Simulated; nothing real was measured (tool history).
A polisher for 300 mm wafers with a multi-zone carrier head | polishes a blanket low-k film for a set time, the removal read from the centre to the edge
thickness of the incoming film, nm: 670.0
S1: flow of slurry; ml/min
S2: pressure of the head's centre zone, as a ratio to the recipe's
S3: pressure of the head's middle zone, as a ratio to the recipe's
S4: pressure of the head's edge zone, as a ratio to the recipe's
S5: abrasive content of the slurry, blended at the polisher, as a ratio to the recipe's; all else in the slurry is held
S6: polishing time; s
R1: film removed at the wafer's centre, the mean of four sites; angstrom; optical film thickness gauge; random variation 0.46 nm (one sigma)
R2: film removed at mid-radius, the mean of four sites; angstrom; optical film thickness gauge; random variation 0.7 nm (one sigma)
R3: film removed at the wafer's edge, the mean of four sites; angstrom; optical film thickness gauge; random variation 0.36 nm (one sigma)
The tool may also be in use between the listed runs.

run	hour	S1	S2	S3	S4	S5	S6	R1	R2	R3
1	0	240	1	1	1	1	84	378.47	376.53	377.73
2	2.5	240	1.08	1	1	1	84	403.31	388.1	381.43
3	6.1	240	1.07	1.01	1.04	1.1	85	417.19	410.65	406.92
4	7.6	245	1.06	1.01	1.07	1.2	86	440.15	426.39	438
5	9.6	245	0.99	1.01	1.07	1.2	86	409.46	422.96	437.02
6	18.2	250	1	1.02	1.09	1.25	87	429.25	457.85	447.2
7	26.5	240	0.97	0.92	1.13	1.5	95	480.78	469.09	540.45

Run 8 comes next. What will it give?
8	34.4	250	0.97	0.94	1.13	1.5	95	?	?	?

{"run 8": {"R1": 490.89, "R2": 491.37, "R3": 542.67}}
